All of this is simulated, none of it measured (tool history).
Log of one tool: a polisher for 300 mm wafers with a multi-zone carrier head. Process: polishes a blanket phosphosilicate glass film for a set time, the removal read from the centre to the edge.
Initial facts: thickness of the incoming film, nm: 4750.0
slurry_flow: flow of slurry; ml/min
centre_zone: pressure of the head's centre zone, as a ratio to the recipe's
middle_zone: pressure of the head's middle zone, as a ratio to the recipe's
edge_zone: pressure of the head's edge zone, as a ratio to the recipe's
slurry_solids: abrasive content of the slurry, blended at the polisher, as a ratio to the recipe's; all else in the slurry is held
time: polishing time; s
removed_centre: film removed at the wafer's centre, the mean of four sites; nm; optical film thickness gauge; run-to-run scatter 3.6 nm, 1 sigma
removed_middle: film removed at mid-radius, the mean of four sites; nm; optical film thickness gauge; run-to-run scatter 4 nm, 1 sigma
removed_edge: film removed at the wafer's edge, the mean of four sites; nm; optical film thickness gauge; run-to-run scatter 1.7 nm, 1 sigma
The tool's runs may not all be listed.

run 1 day=0.000 | slurry_flow=135 centre_zone=1.00 middle_zone=1.00 edge_zone=1.00 slurry_solids=1.00 time=41 | removed_centre=367.02 removed_middle=373.65 removed_edge=372.16
run 2 day=0.221 | slurry_flow=130 centre_zone=1.00 middle_zone=1.00 edge_zone=0.96 slurry_solids=0.90 time=41 | removed_centre=330.84 removed_middle=340.60 removed_edge=343.18
run 3 day=0.492 | slurry_flow=130 centre_zone=1.02 middle_zone=1.02 edge_zone=0.92 slurry_solids=0.85 time=41 | removed_centre=344.81 removed_middle=337.71 removed_edge=326.06
run 4 day=0.829 | slurry_flow=125 centre_zone=1.01 middle_zone=1.03 edge_zone=0.89 slurry_solids=0.80 time=41 | removed_centre=312.75 removed_middle=327.69 removed_edge=310.46
run 5 day=0.942 | slurry_flow=125 centre_zone=1.01 middle_zone=1.03 edge_zone=0.83 slurry_solids=0.80 time=41 | removed_centre=325.64 removed_middle=318.24 removed_edge=300.69
run 6 day=1.067 | slurry_flow=120 centre_zone=1.01 middle_zone=1.04 edge_zone=0.82 slurry_solids=0.75 time=41 | removed_centre=302.02 removed_middle=319.16 removed_edge=289.35
run 7 day=1.375 | slurry_flow=95 centre_zone=1.05 middle_zone=0.99 edge_zone=0.81 slurry_solids=0.65 time=41 | removed_centre=268.51 removed_middle=260.57 removed_edge=254.19

Forecast run 8:
run 8 day=1.533 | slurry_flow=100 centre_zone=1.04 middle_zone=1.00 edge_zone=0.81 slurry_solids=0.65 time=41 | removed_centre=? removed_middle=? removed_edge=?

removed_centre: 267.82 nm
removed_middle: 262.98 nm
removed_edge: 253.71 nm

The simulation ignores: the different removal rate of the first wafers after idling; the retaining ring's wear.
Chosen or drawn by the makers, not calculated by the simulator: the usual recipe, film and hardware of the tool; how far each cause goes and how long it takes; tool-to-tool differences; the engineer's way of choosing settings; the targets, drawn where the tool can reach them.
